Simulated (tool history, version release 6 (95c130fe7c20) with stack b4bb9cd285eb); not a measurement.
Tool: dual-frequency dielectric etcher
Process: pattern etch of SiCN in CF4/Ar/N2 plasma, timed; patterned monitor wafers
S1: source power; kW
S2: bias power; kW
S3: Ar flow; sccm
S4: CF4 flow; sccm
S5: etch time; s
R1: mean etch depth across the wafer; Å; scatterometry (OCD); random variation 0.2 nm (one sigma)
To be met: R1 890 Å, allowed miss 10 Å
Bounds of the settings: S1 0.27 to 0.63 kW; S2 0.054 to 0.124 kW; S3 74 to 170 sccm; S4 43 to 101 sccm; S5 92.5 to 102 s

run  hour    S1     S2   S3  S4    S5      R1
  1     0  0.45  0.089  122  72   102  938.02
  2   1.7  0.45  0.089  122  72  92.5  849.74
  3   4.8  0.45  0.089  122  72   102  935.54
  4  13.3  0.45  0.089  122  81   102  962.16
  5  16.7   0.5  0.089  122  81   102  1030.8
  6  21.1   0.5  0.089  122  75   102  1012.3
  7  28.9  0.47  0.089  122  75   102  969.19
  8  35.9  0.45  0.089  122  75   102   948.9
  9  43.8  0.43  0.089  122  75   102  925.19
 10  51.8  0.42  0.089  122  75   102  905.33

5 next moves are on the table. One of them brings every result within its allowed miss. Which?
  A  59.8  0.48  0.102  137  65  96.5   ?
  B  59.8   0.4  0.086  138  79   102   ?
  C  59.8  0.46  0.095  119  66  92.5   ?
  D  59.8  0.44  0.087  110  73   101   ?
  E  59.8  0.44  0.095  132  80    95   ?

move      R1
   A  929.33
   B  869.66
   C  865.13
   D  923.97
   E  891.52
A: further off than the last run
B: takes the result that was furthest off past its target
C: takes the result that was furthest off past its target
D: further off than the last run
E: meets every target
Answer: E
